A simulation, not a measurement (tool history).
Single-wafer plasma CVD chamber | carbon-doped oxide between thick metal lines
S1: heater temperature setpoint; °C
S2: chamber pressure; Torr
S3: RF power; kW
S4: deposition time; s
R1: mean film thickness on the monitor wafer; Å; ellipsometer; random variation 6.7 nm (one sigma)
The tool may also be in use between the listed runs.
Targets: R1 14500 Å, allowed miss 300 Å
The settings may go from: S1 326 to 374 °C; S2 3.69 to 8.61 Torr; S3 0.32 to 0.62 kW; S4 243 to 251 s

run,hour,S1,S2,S3,S4,R1
1,0,350,6.15,0.47,243,13149
2,6.8,349,6.29,0.475,243,13233
3,10.1,345,6.29,0.475,243,13414
4,19,344,6.38,0.48,243,13616
5,25.2,343,6.48,0.485,243,13792
6,28.3,342,6.57,0.485,243,13802
7,35.9,341,6.64,0.49,243,13915
8,37.2,340,6.69,0.495,243,13960
9,39.5,340,6.71,0.5,243,14070
10,46.3,339,6.73,0.505,243,14252

4 next moves are on the table. One of them brings every result within its allowed miss. Which?
A,53.1,336,6.8,0.455,248,?
B,53.1,340,6.45,0.505,250,?
C,53.1,345,7.51,0.465,251,?
D,53.1,338,7.14,0.49,243,?

move,R1
A,13866
B,14560
C,13949
D,14111
A: further off than the last run
B: meets every target
C: further off than the last run
D: further off than the last run
Answer: B
